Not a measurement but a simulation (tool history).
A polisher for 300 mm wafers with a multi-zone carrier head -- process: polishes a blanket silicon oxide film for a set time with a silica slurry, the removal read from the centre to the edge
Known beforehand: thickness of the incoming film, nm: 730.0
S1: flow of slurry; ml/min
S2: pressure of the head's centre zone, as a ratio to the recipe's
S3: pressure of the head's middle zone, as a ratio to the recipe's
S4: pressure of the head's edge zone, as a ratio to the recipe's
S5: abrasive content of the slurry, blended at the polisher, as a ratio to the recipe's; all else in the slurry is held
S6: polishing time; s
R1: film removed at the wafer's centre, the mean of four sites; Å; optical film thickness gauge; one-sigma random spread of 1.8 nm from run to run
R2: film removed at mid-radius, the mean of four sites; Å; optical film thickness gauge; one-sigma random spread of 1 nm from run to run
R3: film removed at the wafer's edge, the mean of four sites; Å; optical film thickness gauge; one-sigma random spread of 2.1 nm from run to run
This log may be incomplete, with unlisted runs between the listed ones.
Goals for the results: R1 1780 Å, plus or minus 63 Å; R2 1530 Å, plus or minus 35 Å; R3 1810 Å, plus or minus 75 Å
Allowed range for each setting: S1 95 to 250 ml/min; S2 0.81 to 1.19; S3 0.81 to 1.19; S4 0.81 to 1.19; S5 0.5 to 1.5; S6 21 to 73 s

Run 1, hour 0: S1 160 ml/min, S2 1, S3 1, S4 1, S5 1, S6 47 s. Result: R1 1233.1 Å, R2 1277.7 Å, R3 1247.6 Å.
Run 2, hour 4: S1 160 ml/min, S2 1, S3 1, S4 1, S5 1.2, S6 47 s. Result: R1 1336.8 Å, R2 1366.2 Å, R3 1344.9 Å.
Run 3, hour 9.2: S1 170 ml/min, S2 1.02, S3 0.97, S4 1.06, S5 1.3, S6 48 s. Result: R1 1453.5 Å, R2 1421.6 Å, R3 1486 Å.
Run 4, hour 15.4: S1 155 ml/min, S2 1.02, S3 0.97, S4 1.06, S5 1.3, S6 48 s. Result: R1 1441.6 Å, R2 1379.3 Å, R3 1477.6 Å.
Run 5, hour 23.6: S1 170 ml/min, S2 1.04, S3 0.96, S4 1.1, S5 1.35, S6 48 s. Result: R1 1532.8 Å, R2 1414.9 Å, R3 1500 Å.
Run 6, hour 26.2: S1 170 ml/min, S2 1.04, S3 0.92, S4 1.1, S5 1.35, S6 48 s. Result: R1 1509.6 Å, R2 1380.3 Å, R3 1517.4 Å.
Run 7, hour 30.4: S1 175 ml/min, S2 1.04, S3 0.9, S4 1.12, S5 1.4, S6 49 s. Result: R1 1560.7 Å, R2 1414.1 Å, R3 1580 Å.
Run 8, hour 38.5: S1 175 ml/min, S2 1.04, S3 0.9, S4 1.12, S5 1.4, S6 49 s. Result: R1 1547.5 Å, R2 1401 Å, R3 1587.8 Å.
Run 9, hour 43.7: S1 180 ml/min, S2 1.05, S3 0.89, S4 1.14, S5 1.45, S6 50 s. Result: R1 1648.8 Å, R2 1430.5 Å, R3 1674.9 Å.

Of the 5 settings listed for the next run, only one would bring every result within its allowed miss of target. Which one?
Run A, hour 48.9: S1 165 ml/min, S2 1.06, S3 0.86, S4 1.16, S5 1.45, S6 55 s. Result: R1 ?, R2 ?, R3 ?.
Run B, hour 48.9: S1 155 ml/min, S2 0.97, S3 0.81, S4 1.19, S5 1.5, S6 59 s. Result: R1 ?, R2 ?, R3 ?.
Run C, hour 48.9: S1 195 ml/min, S2 1.12, S3 0.83, S4 1.17, S5 1.5, S6 54 s. Result: R1 ?, R2 ?, R3 ?.
Run D, hour 48.9: S1 200 ml/min, S2 1.14, S3 1.11, S4 0.98, S5 1.35, S6 47 s. Result: R1 ?, R2 ?, R3 ?.
Run E, hour 48.9: S1 195 ml/min, S2 1.03, S3 0.97, S4 1.11, S5 1.25, S6 52 s. Result: R1 ?, R2 ?, R3 ?.

move      R1      R2      R3
   A  1814.1  1524.9  1814.3
   B  1781.5  1562.4  1982.2
   C  1958.3  1507.9  1844.1
   D    1677    1615  1420.8
   E  1616.4  1540.4  1610.9
A: all results land within tolerance of their targets
B: brings the last run's worst result on target, with another outside its allowed miss
C: brings the last run's worst result on target, with another outside its allowed miss
D: moves the result that the last run missed by most past its target, out the other side
E: brings the last run's worst result on target, with another outside its allowed miss
The right move is A.
